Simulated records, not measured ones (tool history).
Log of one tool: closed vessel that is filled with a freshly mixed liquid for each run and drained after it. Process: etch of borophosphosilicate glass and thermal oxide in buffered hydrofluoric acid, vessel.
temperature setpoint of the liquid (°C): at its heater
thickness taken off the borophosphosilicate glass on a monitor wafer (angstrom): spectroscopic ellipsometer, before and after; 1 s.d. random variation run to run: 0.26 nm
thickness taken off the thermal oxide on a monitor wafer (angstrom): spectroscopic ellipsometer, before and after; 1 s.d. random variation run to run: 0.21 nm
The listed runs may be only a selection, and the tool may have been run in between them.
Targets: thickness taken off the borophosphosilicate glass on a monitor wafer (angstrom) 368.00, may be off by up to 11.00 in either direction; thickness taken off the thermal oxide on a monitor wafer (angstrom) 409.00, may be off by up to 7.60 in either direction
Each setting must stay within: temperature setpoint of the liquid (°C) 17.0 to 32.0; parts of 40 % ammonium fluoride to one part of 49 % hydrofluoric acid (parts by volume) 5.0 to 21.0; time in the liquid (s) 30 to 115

run	hour	temperature setpoint of the liquid (°C)	parts of 40 % ammonium fluoride to one part of 49 % hydrofluoric acid (parts by volume)	time in the liquid (s)	thickness taken off the borophosphosilicate glass on a monitor wafer (angstrom)	thickness taken off the thermal oxide on a monitor wafer (angstrom)
1	0.0	25.0	13.0	60	518.49	588.91
2	1.8	23.0	13.0	60	471.98	526.54
3	5.0	22.0	13.0	60	441.43	498.44
4	13.4	19.5	13.0	60	385.84	432.65
5	16.9	19.0	13.0	60	375.73	421.51
6	18.9	19.0	15.0	60	330.04	366.33
7	19.9	19.5	15.0	60	340.02	374.97
8	26.9	21.5	15.0	60	378.90	420.36

Exactly one of the 5 candidate moves below puts every result within its allowed miss. Which one?
A	33.9	26.5	14.5	45	?	?
B	33.9	22.0	20.0	80	?	?
C	33.9	19.5	18.5	80	?	?
D	33.9	24.0	17.0	60	?	?
E	33.9	23.0	20.0	75	?	?

move	thickness taken off the borophosphosilicate glass on a monitor wafer (angstrom)	thickness taken off the thermal oxide on a monitor wafer (angstrom)
A	379.79	429.18
B	385.28	434.84
C	362.52	408.43
D	378.47	427.39
E	381.51	430.83
A: the biggest miss grows against the last run
B: the biggest miss grows against the last run
C: all results in spec
D: the biggest miss grows against the last run
E: the biggest miss grows against the last run
Answer: C
